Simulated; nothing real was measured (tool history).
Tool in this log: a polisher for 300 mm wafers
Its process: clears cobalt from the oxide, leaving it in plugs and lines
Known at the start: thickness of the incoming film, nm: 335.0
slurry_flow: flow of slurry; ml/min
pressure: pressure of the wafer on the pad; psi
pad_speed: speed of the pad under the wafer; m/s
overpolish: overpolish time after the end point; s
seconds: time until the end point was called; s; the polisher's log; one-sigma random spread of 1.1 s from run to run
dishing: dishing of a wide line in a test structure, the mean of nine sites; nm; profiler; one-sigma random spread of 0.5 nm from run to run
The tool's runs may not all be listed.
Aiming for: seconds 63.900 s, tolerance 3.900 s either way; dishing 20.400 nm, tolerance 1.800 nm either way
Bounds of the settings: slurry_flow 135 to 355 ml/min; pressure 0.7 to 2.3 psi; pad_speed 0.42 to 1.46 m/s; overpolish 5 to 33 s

run 1 hour=0.0 | slurry_flow=225 pressure=1.5 pad_speed=0.94 overpolish=17 | seconds=101.030 dishing=38.565
run 2 hour=6.3 | slurry_flow=225 pressure=1.6 pad_speed=0.94 overpolish=14 | seconds=97.534 dishing=33.767
run 3 hour=14.1 | slurry_flow=225 pressure=1.6 pad_speed=0.82 overpolish=14 | seconds=103.890 dishing=31.833
run 4 hour=17.5 | slurry_flow=225 pressure=1.6 pad_speed=0.82 overpolish=7 | seconds=103.510 dishing=17.712
-- hour=23.0 worn pad replaced by a new one
run 5 hour=23.0 | slurry_flow=265 pressure=1.6 pad_speed=0.82 overpolish=7 | seconds=90.578 dishing=19.681
run 6 hour=25.9 | slurry_flow=265 pressure=1.3 pad_speed=0.82 overpolish=7 | seconds=107.800 dishing=17.737
run 7 hour=33.9 | slurry_flow=290 pressure=1.5 pad_speed=0.82 overpolish=6 | seconds=99.018 dishing=17.200
run 8 hour=41.8 | slurry_flow=310 pressure=1.7 pad_speed=0.82 overpolish=6 | seconds=86.765 dishing=17.877
run 9 hour=48.4 | slurry_flow=310 pressure=1.8 pad_speed=0.84 overpolish=6 | seconds=83.890 dishing=18.992

Consider the 5 candidate settings below. Which is the only one whose results all fall within their allowed miss of target?
run A hour=55.0 | slurry_flow=310 pressure=1.7 pad_speed=1.02 overpolish=5 | seconds=? dishing=?
run B hour=55.0 | slurry_flow=320 pressure=2.0 pad_speed=0.86 overpolish=5 | seconds=? dishing=?
run C hour=55.0 | slurry_flow=330 pressure=1.8 pad_speed=0.98 overpolish=7 | seconds=? dishing=?
run D hour=55.0 | slurry_flow=355 pressure=1.9 pad_speed=1.20 overpolish=5 | seconds=? dishing=?
run E hour=55.0 | slurry_flow=355 pressure=2.1 pad_speed=0.80 overpolish=8 | seconds=? dishing=?

move=A seconds=78.582 dishing=18.330
move=B seconds=76.731 dishing=18.720
move=C seconds=76.775 dishing=25.024
move=D seconds=64.453 dishing=21.796
move=E seconds=76.370 dishing=28.082
A: nearer the targets than the last run, but a result is still out of spec
B: nearer the targets than the last run, but a result is still out of spec
C: nearer the targets than the last run, but a result is still out of spec
D: every result lands within tolerance
E: nearer the targets than the last run, but a result is still out of spec
Move D is the one to make.
